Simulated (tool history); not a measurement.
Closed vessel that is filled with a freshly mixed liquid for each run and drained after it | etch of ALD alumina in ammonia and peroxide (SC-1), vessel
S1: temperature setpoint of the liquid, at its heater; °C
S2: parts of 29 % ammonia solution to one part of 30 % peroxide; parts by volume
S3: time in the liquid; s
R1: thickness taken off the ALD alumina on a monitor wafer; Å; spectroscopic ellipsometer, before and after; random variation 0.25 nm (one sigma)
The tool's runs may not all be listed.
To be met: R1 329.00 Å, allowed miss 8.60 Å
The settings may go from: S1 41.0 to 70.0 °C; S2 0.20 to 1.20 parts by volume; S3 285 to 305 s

run	hour	S1	S2	S3	R1
1	0.0	57.0	0.85	285	208.36
2	4.2	59.5	0.85	285	238.74
3	13.1	56.5	0.85	285	203.05
4	18.5	53.0	0.85	285	168.80
5	19.3	53.0	0.85	285	169.47
6	22.7	53.0	0.85	285	168.93
7	26.2	61.0	0.90	285	255.86
# hour 34.6: new drum of ammonia solution connected
8	34.6	62.5	0.90	285	284.07
9	40.7	63.0	0.90	285	291.78
10	46.9	63.5	0.90	285	295.46
11	49.7	63.5	0.90	285	295.37
12	54.7	64.0	0.90	285	306.40

Which of these 5 next moves meets every target?
A	59.7	64.0	0.95	285	?
B	59.7	62.5	1.05	285	?
C	59.7	64.5	0.80	305	?
D	59.7	60.5	0.90	305	?
E	59.7	64.0	1.00	285	?

move	R1
A	307.63
B	288.03
C	332.09
D	274.42
E	309.13
A: nearer than the last run, and not there yet
B: further off than the last run
C: meets every target
D: further off than the last run
E: nearer than the last run, and not there yet
The right move is C.

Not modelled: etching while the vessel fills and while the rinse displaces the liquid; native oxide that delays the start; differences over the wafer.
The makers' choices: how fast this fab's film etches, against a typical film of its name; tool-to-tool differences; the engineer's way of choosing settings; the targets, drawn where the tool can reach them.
